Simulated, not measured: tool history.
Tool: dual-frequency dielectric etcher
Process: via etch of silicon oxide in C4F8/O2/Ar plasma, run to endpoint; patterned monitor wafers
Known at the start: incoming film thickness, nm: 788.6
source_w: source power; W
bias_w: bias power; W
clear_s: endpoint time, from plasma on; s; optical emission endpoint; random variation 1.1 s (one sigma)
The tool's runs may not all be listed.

run	hour	source_w	bias_w	clear_s
1	0.0	2640	1652	150.07
2	5.3	2640	1856	145.59
3	10.9	2210	1856	157.81
4	12.8	2210	1988	151.81
5	17.2	2300	2009	151.68
# hour 25.4: bias power generator calibrated
6	25.4	2400	2035	143.69
7	34.4	2460	2043	142.40
8	43.3	2510	2052	140.73
9	51.3	2560	2060	140.74
10	53.1	2610	2072	139.64
11	56.3	2660	2084	136.47

Run 12 comes next. What will it give?
12	61.3	2700	2091	?

{"run 12": {"clear_s": 135.71}}

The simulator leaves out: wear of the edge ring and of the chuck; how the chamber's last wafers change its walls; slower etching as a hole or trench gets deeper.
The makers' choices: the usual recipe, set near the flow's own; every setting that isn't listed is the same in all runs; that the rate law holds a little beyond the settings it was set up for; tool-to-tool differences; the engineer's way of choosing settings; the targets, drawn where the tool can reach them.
